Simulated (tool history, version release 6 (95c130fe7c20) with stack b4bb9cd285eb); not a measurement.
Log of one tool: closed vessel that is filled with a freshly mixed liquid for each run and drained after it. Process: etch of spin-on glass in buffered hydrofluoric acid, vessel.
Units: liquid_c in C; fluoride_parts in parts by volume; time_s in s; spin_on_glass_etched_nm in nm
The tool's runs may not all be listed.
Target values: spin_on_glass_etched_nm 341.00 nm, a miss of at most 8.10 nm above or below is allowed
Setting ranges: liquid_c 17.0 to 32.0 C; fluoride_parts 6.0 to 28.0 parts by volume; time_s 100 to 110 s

run 1 hour=0.0 | liquid_c=24.0 fluoride_parts=17.0 time_s=100 | spin_on_glass_etched_nm=175.13
run 2 hour=5.1 | liquid_c=25.0 fluoride_parts=16.5 time_s=100 | spin_on_glass_etched_nm=189.68
run 3 hour=13.2 | liquid_c=25.0 fluoride_parts=15.0 time_s=100 | spin_on_glass_etched_nm=209.85
run 4 hour=19.2 | liquid_c=25.0 fluoride_parts=15.0 time_s=110 | spin_on_glass_etched_nm=230.60
run 5 hour=24.6 | liquid_c=25.0 fluoride_parts=15.0 time_s=100 | spin_on_glass_etched_nm=209.27
run 6 hour=32.0 | liquid_c=26.0 fluoride_parts=14.5 time_s=100 | spin_on_glass_etched_nm=229.79
run 7 hour=40.6 | liquid_c=27.0 fluoride_parts=14.5 time_s=100 | spin_on_glass_etched_nm=241.30
run 8 hour=47.0 | liquid_c=28.0 fluoride_parts=14.5 time_s=100 | spin_on_glass_etched_nm=252.65
run 9 hour=54.6 | liquid_c=28.5 fluoride_parts=14.5 time_s=100 | spin_on_glass_etched_nm=262.37
run 10 hour=58.4 | liquid_c=29.0 fluoride_parts=14.5 time_s=100 | spin_on_glass_etched_nm=266.84
run 11 hour=66.4 | liquid_c=32.0 fluoride_parts=12.5 time_s=100 | spin_on_glass_etched_nm=361.83
run 12 hour=75.4 | liquid_c=31.5 fluoride_parts=12.5 time_s=100 | spin_on_glass_etched_nm=354.47

Exercise: of the 4 proposed moves below, exactly one satisfies all targets within the stated allowed misses. Which move is it?
run A hour=84.4 | liquid_c=29.0 fluoride_parts=12.0 time_s=110 | spin_on_glass_etched_nm=?
run B hour=84.4 | liquid_c=32.0 fluoride_parts=14.0 time_s=105 | spin_on_glass_etched_nm=?
run C hour=84.4 | liquid_c=32.0 fluoride_parts=12.0 time_s=100 | spin_on_glass_etched_nm=?
run D hour=84.4 | liquid_c=31.0 fluoride_parts=12.5 time_s=105 | spin_on_glass_etched_nm=?

move=A spin_on_glass_etched_nm=352.13
move=B spin_on_glass_etched_nm=338.30
move=C spin_on_glass_etched_nm=374.53
move=D spin_on_glass_etched_nm=358.75
A: better than the last run, though not everything is in spec
B: every result within its allowed miss
C: lands further from the targets than the last run did
D: lands further from the targets than the last run did
So the answer is move B, the one that meets all the targets.
